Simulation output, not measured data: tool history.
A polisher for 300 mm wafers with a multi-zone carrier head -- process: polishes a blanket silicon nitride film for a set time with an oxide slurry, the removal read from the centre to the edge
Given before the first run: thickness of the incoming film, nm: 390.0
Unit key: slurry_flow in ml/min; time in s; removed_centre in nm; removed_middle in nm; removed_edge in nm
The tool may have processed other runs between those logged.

run  hour  slurry_flow  centre_zone  middle_zone  edge_zone  slurry_solids  time  removed_centre  removed_middle  removed_edge
  1     0          140            1            1          1              1    69          49.935          47.917        49.766
  2   6.7          145         1.02            1       1.03            1.1    70          53.367          51.256        52.517
  3  10.4          145         1.02            1       1.03            1.1    55          42.292          40.761        41.495
  4  18.9          145         1.02            1       1.03           0.95    55          39.523          38.702         38.72
  5  20.9          145         1.02            1       1.03           0.95    62          45.061          43.675        44.538
  6  26.6          145         1.07            1       1.03           0.95    62          47.404           43.54        44.492
  7    30          145         1.08         0.99       1.06           1.05    65           52.89          47.009        49.301
  8  38.5          145         1.08         0.99       1.08           1.15    68           55.46          50.663        53.268
  9  39.2          150         1.09         0.98        1.1            1.2    70          59.439          52.785        57.171
 10  40.6          190         1.14            1       1.19           1.45    74          70.882           61.15        67.652
 11  43.5          190         1.14            1       1.19           1.45    75          72.546          63.334        68.875

What does the tool deliver on the next run?
 12  47.3          190         1.14         0.99       1.19           1.45    76               ?               ?             ?

removed_centre: 74.18 nm
removed_middle: 63.21 nm
removed_edge: 69.289 nm
